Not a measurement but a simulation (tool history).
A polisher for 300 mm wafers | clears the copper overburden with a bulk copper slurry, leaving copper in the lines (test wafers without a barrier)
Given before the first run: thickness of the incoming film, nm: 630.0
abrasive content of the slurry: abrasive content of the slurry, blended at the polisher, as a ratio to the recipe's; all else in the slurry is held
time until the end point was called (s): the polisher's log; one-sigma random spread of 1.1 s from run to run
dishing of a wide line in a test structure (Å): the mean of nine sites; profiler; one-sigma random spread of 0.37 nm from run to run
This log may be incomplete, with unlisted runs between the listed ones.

| run | hour | flow of slurry (ml/min) | pressure of the wafer on the pad (kPa) | speed of the pad under the wafer (m/s) | abrasive content of the slurry | overpolish time after the end point (s) | time until the end point was called (s) | dishing of a wide line in a test structure (Å) |
|---|---|---|---|---|---|---|---|---|
| 1 | 0 | 215 | 15.2 | 1.12 | 1 | 12 | 84.761 | 522.63 |
| 2 | 1.2 | 215 | 15.2 | 1.4 | 1 | 12 | 69.222 | 583.94 |
| 3 | 5.7 | 215 | 15.2 | 1.4 | 1 | 10 | 68.26 | 514.83 |
| 4 | 9.7 | 215 | 14.5 | 1.4 | 1 | 10 | 72.71 | 508.3 |
| 5 | 15.6 | 240 | 14.5 | 1.4 | 1 | 10 | 73.242 | 506.6 |
| 6 | 20.5 | 240 | 13.8 | 1.4 | 1 | 10 | 75.338 | 489.39 |
| 7 | 23.2 | 240 | 13.1 | 1.4 | 1 | 10 | 78.282 | 477.18 |

For run 8, what comes out?
| 8 | 30.4 | 240 | 13.1 | 1.4 | 1 | 10 | ? | ? |

{"run 8": {"time until the end point was called (s)": 78.89, "dishing of a wide line in a test structure (Å)": 468.33}}
